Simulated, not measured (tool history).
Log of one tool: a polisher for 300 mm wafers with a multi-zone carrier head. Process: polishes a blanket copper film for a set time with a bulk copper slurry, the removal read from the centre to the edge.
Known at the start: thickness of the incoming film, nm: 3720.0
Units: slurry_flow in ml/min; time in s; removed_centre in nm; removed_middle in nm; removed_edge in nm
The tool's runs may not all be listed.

Run 1, hour 0.0: slurry_flow 195 ml/min, centre_zone 1.00, middle_zone 1.00, edge_zone 1.00, slurry_solids 1.00, time 79 s. Result: removed_centre 841.19 nm, removed_middle 946.56 nm, removed_edge 956.48 nm.
Run 2, hour 7.2: slurry_flow 195 ml/min, centre_zone 0.94, middle_zone 1.00, edge_zone 1.00, slurry_solids 1.00, time 79 s. Result: removed_centre 765.86 nm, removed_middle 960.43 nm, removed_edge 967.18 nm.
Run 3, hour 8.5: slurry_flow 195 ml/min, centre_zone 0.98, middle_zone 1.00, edge_zone 0.97, slurry_solids 0.90, time 77 s. Result: removed_centre 792.14 nm, removed_middle 884.65 nm, removed_edge 884.11 nm.
Run 4, hour 15.8: slurry_flow 145 ml/min, centre_zone 0.98, middle_zone 1.00, edge_zone 0.97, slurry_solids 0.90, time 77 s. Result: removed_centre 729.40 nm, removed_middle 848.31 nm, removed_edge 869.81 nm.
Run 5, hour 18.1: slurry_flow 150 ml/min, centre_zone 1.00, middle_zone 1.01, edge_zone 0.94, slurry_solids 0.85, time 76 s. Result: removed_centre 733.90 nm, removed_middle 837.70 nm, removed_edge 849.41 nm.
Run 6, hour 25.2: slurry_flow 150 ml/min, centre_zone 1.00, middle_zone 1.09, edge_zone 0.94, slurry_solids 0.85, time 76 s. Result: removed_centre 727.41 nm, removed_middle 902.58 nm, removed_edge 834.35 nm.
Run 7, hour 29.2: slurry_flow 155 ml/min, centre_zone 1.03, middle_zone 1.08, edge_zone 0.92, slurry_solids 0.80, time 75 s. Result: removed_centre 760.89 nm, removed_middle 881.59 nm, removed_edge 821.67 nm.

What will run 8 give?
Run 8, hour 37.4: slurry_flow 160 ml/min, centre_zone 1.05, middle_zone 1.07, edge_zone 0.90, slurry_solids 0.75, time 73 s. Result: removed_centre ?, removed_middle ?, removed_edge ?.

Run 8 produced removed_centre 739.57 nm, removed_middle 836.01 nm, removed_edge 789.52 nm.
